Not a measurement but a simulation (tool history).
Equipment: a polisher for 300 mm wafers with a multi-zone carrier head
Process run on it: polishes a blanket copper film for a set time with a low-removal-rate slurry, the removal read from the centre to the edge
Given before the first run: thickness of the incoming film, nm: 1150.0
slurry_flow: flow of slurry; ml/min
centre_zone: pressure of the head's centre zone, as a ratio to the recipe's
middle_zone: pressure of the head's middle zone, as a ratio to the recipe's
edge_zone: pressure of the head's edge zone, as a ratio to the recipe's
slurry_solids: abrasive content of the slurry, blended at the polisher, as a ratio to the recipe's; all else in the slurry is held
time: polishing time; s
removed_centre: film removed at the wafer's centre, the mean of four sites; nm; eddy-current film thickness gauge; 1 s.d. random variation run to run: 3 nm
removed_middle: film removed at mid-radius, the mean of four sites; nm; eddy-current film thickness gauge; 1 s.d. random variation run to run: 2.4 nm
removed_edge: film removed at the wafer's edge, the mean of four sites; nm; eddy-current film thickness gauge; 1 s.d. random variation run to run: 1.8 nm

run    day  slurry_flow  centre_zone  middle_zone  edge_zone  slurry_solids  time  removed_centre  removed_middle  removed_edge
  1      0          175            1            1          1              1    83          124.37          119.96        129.06
  2  0.092          185         1.03         1.03       1.03           1.15    89          142.18          139.26        144.98
  3  0.179          160         1.03         1.03       1.03           1.15    89          138.31          137.48        139.63
  4  0.338          180         1.05         1.04       1.06           1.25    93          155.01          147.69        157.36
  5  0.521          180         1.05         1.04          1           1.25    93          156.45          145.12        149.77
  6  0.767          195         1.07         1.07       1.04            1.3    96          161.59          160.62        160.07
  7  1.138          200         1.09         1.07       1.06           1.35   100          179.51           169.9        170.18

Run 8 comes next. What will it give?
  8  1.329          205          1.1         1.07       1.09            1.4   102               ?               ?             ?

Run 8 yielded removed_centre 188.79 nm, removed_middle 174.22 nm, removed_edge 179.32 nm.
